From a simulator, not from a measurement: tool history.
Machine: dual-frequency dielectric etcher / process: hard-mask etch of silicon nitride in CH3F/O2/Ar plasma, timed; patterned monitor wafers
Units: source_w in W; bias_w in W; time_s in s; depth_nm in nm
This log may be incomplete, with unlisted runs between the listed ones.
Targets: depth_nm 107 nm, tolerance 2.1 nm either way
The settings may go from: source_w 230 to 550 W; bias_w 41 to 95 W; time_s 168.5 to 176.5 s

{"run": 1, "hour": 0.0, "source_w": 390, "bias_w": 68, "time_s": 168.5, "depth_nm": 116.98}
{"run": 2, "hour": 6.1, "source_w": 390, "bias_w": 78, "time_s": 168.5, "depth_nm": 126.7}
{"run": 3, "hour": 9.1, "source_w": 450, "bias_w": 78, "time_s": 168.5, "depth_nm": 132.53}
{"run": 4, "hour": 12.3, "source_w": 450, "bias_w": 71, "time_s": 168.5, "depth_nm": 126.06}
{"run": 5, "hour": 20.8, "source_w": 400, "bias_w": 71, "time_s": 168.5, "depth_nm": 120.82}
{"run": 6, "hour": 28.1, "source_w": 400, "bias_w": 71, "time_s": 176.5, "depth_nm": 125.78}
{"run": 7, "hour": 36.5, "source_w": 320, "bias_w": 65, "time_s": 176, "depth_nm": 113.54}
{"run": 8, "hour": 42.3, "source_w": 310, "bias_w": 65, "time_s": 176, "depth_nm": 111.84}
{"run": 9, "hour": 45.4, "source_w": 310, "bias_w": 65, "time_s": 176, "depth_nm": 111.11}
{"run": 10, "hour": 53.6, "source_w": 300, "bias_w": 65, "time_s": 176, "depth_nm": 110.69}

Below are 5 possible settings for the next run. Only one of them brings all results inside the allowed miss of their targets. Which is it?
{"run": "A", "hour": 61.8, "source_w": 320, "bias_w": 67, "time_s": 170, "depth_nm": "?"}
{"run": "B", "hour": 61.8, "source_w": 350, "bias_w": 53, "time_s": 172.5, "depth_nm": "?"}
{"run": "C", "hour": 61.8, "source_w": 290, "bias_w": 71, "time_s": 173, "depth_nm": "?"}
{"run": "D", "hour": 61.8, "source_w": 320, "bias_w": 60, "time_s": 175.5, "depth_nm": "?"}
{"run": "E", "hour": 61.8, "source_w": 270, "bias_w": 63, "time_s": 169, "depth_nm": "?"}

move=A depth_nm=112.04
move=B depth_nm=102.39
move=C depth_nm=114.12
move=D depth_nm=108.71
move=E depth_nm=101.99
A: its largest miss is bigger than the last run's
B: pushes the last run's worst result past its target
C: its largest miss is bigger than the last run's
D: meets every target
E: pushes the last run's worst result past its target
D is the move that brings every result within its allowed miss.
